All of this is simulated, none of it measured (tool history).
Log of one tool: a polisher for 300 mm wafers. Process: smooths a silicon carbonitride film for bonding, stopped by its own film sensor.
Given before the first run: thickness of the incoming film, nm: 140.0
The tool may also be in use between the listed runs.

| run | hour | flow of slurry (ml/min) | pressure of the wafer on the pad (kPa) | speed of the pad under the wafer (cm/s) | abrasive content of the slurry | target thickness at which the film sensor stops the polish (nm) | time until the film sensor stopped the polish (s) |
|---|---|---|---|---|---|---|---|
| 1 | 0 | 225 | 13.8 | 74 | 1 | 127 | 69.581 |
| 2 | 8.3 | 195 | 13.8 | 74 | 1 | 127 | 70.281 |
| 3 | 12.1 | 195 | 14.5 | 74 | 1 | 127 | 67.244 |
| 4 | 14 | 195 | 14.5 | 74 | 1 | 127 | 66.324 |
| 5 | 15.9 | 195 | 15.2 | 74 | 1 | 127 | 65.834 |
| 6 | 23.9 | 195 | 15.9 | 74 | 1 | 127 | 63.319 |
| 7 | 25.2 | 195 | 16.5 | 74 | 1 | 127 | 61.607 |
| 8 | 29.9 | 195 | 17.2 | 74 | 1 | 127 | 57.057 |

Forecast run 9:
| 9 | 34 | 210 | 19.3 | 74 | 1 | 127 | ? |

{"run 9": {"time until the film sensor stopped the polish (s)": 52.804}}
